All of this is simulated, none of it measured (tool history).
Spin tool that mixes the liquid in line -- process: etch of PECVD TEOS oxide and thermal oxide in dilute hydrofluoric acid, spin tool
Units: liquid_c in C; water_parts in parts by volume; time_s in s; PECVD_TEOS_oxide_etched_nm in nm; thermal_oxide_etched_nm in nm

{"run": 1, "hour": 0.0, "liquid_c": 24, "water_parts": 160, "time_s": 100, "PECVD_TEOS_oxide_etched_nm": 11.905, "thermal_oxide_etched_nm": 2.9267}
{"run": 2, "hour": 4.9, "liquid_c": 24, "water_parts": 160, "time_s": 80, "PECVD_TEOS_oxide_etched_nm": 9.5551, "thermal_oxide_etched_nm": 2.3348}
{"run": 3, "hour": 8.8, "liquid_c": 24, "water_parts": 160, "time_s": 115, "PECVD_TEOS_oxide_etched_nm": 13.918, "thermal_oxide_etched_nm": 3.3449}
{"run": 4, "hour": 13.3, "liquid_c": 22, "water_parts": 160, "time_s": 115, "PECVD_TEOS_oxide_etched_nm": 12.84, "thermal_oxide_etched_nm": 3.0709}
{"run": 5, "hour": 15.6, "liquid_c": 23.5, "water_parts": 160, "time_s": 115, "PECVD_TEOS_oxide_etched_nm": 13.562, "thermal_oxide_etched_nm": 3.2788}
{"run": 6, "hour": 22.9, "liquid_c": 23.5, "water_parts": 210, "time_s": 115, "PECVD_TEOS_oxide_etched_nm": 9.7545, "thermal_oxide_etched_nm": 2.3714}

The next listed run, before its measurement:
{"run": 7, "hour": 31.3, "liquid_c": 24, "water_parts": 210, "time_s": 115, "PECVD_TEOS_oxide_etched_nm": "?", "thermal_oxide_etched_nm": "?"}

PECVD_TEOS_oxide_etched_nm: 9.9608 nm
thermal_oxide_etched_nm: 2.4478 nm
